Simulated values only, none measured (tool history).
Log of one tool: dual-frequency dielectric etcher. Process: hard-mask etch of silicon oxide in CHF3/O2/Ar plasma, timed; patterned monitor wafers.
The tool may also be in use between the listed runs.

run    day  source power (kW)  bias power (kW)  etch time (s)  mean etch depth across the wafer (angstrom)
  1  0.000              0.900            0.217           25.5                                       657.98
  2  0.142              0.900            0.195           25.5                                       617.06
  3  0.404              0.980            0.195           25.5                                       649.21
  4  0.621              0.910            0.195           25.5                                       625.99
  5  0.942              0.940            0.199           25.5                                       648.72
  6  0.992              1.000            0.199           25.5                                       655.07
  7  1.112              1.020            0.204           25.5                                       664.75

For run 8, what comes out?
  8  1.338              1.030            0.209           25.5                                            ?

mean etch depth across the wafer (angstrom): 675.95

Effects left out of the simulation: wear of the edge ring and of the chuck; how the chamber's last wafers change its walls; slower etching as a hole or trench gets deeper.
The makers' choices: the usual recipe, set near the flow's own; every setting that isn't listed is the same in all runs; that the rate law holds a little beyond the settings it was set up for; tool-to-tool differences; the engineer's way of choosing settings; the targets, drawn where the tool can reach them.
